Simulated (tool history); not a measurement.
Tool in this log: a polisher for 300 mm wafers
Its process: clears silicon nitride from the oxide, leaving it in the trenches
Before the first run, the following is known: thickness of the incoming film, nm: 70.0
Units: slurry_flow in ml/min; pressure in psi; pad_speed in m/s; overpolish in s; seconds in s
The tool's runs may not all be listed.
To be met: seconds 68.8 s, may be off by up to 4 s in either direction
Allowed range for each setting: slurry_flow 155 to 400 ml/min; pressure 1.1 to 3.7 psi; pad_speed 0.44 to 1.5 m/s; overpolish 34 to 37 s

run,day,slurry_flow,pressure,pad_speed,overpolish,seconds
1,0,255,2.4,0.96,34,100.31
2,0.283,255,2.4,1.16,34,85.468
3,0.483,255,2.1,1.16,34,92.985
4,0.688,320,2.1,1.16,34,90.636
5,0.808,320,2.2,1.16,34,86.582
6,0.879,320,2.2,1,34,101.44
7,0.958,320,2.3,1,34,95.927
8,1,320,2.4,1,34,95.69
9,1.362,320,2.5,1.02,34,88.268
10,1.733,320,2.6,1.02,34,88.174
11,1.783,320,2.7,1.02,34,84.204
12,2,320,2.8,1.02,34,81.254
13,2.167,320,2.9,1.02,34,79.792
14,2.283,320,3,1.02,34,77.077

Pick the move, out of 4, that brings all results within their allowed miss; only one does.
A,2.4,275,3.4,1.02,37,?
B,2.4,275,2.7,0.98,37,?
C,2.4,310,2.9,1,34,?
D,2.4,305,3.3,0.84,34,?

move,seconds
A,66.275
B,84.125
C,76.802
D,81.386
A: every result lands within tolerance
B: its largest miss is bigger than the last run's
C: about the same distance from the targets as the last run
D: its largest miss is bigger than the last run's
Move A is the one to make.
